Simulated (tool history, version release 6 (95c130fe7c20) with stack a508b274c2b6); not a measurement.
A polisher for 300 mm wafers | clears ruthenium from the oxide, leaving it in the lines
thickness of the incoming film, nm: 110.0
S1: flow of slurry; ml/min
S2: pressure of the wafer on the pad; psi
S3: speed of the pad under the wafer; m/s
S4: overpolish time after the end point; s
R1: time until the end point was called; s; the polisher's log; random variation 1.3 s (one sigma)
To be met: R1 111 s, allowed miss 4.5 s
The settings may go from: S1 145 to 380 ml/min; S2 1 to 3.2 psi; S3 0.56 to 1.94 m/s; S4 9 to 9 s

run,hour,S1,S2,S3,S4,R1
1,0,245,2.1,1.24,9,78.313
2,7,215,2.1,1.24,9,80.86
3,8.1,155,2.1,1.24,9,82.986
4,12.7,155,2,1.24,9,85.553
5,13.4,155,2.4,1.24,9,74.416
6,14.7,155,2.4,1.24,9,75.385
7,18.3,155,2.2,1.22,9,80.065
8,22.3,155,2,1.2,9,86.563
9,23.7,155,1.8,1.18,9,98.729
10,26.1,155,1.6,1.18,9,105.88

Which of these 4 next moves meets every target?
A,28.5,160,1.7,1.18,9,?
B,28.5,165,1.8,1.04,9,?
C,28.5,145,1.9,1.12,9,?
D,28.5,150,1.7,1.26,9,?

move,R1
A,99.422
B,107.4
C,96.818
D,93.713
A: further off than the last run
B: meets every target
C: further off than the last run
D: further off than the last run
Move B is the one to make.
